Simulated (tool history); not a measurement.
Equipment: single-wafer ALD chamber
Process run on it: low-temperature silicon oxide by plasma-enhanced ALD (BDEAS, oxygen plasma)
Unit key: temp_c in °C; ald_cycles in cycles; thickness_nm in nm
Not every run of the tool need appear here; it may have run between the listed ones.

{"run": 1, "hour": 0.0, "temp_c": 100, "ald_cycles": 57, "thickness_nm": 8.2457}
{"run": 2, "hour": 3.4, "temp_c": 100, "ald_cycles": 51, "thickness_nm": 7.3605}
{"run": 3, "hour": 10.2, "temp_c": 104, "ald_cycles": 51, "thickness_nm": 7.2915}
{"run": 4, "hour": 16.1, "temp_c": 114, "ald_cycles": 51, "thickness_nm": 7.1689}
{"run": 5, "hour": 22.6, "temp_c": 114, "ald_cycles": 56, "thickness_nm": 7.8708}
{"run": 6, "hour": 23.3, "temp_c": 110, "ald_cycles": 57, "thickness_nm": 8.0632}
{"run": 7, "hour": 29.2, "temp_c": 107, "ald_cycles": 58, "thickness_nm": 8.2297}
{"run": 8, "hour": 35.9, "temp_c": 104, "ald_cycles": 59, "thickness_nm": 8.4251}
{"run": 9, "hour": 44.5, "temp_c": 102, "ald_cycles": 60, "thickness_nm": 8.5689}

Predict the results of run 10:
{"run": 10, "hour": 46.1, "temp_c": 100, "ald_cycles": 61, "thickness_nm": "?"}

Run 10 came out at thickness_nm 8.7924 nm.

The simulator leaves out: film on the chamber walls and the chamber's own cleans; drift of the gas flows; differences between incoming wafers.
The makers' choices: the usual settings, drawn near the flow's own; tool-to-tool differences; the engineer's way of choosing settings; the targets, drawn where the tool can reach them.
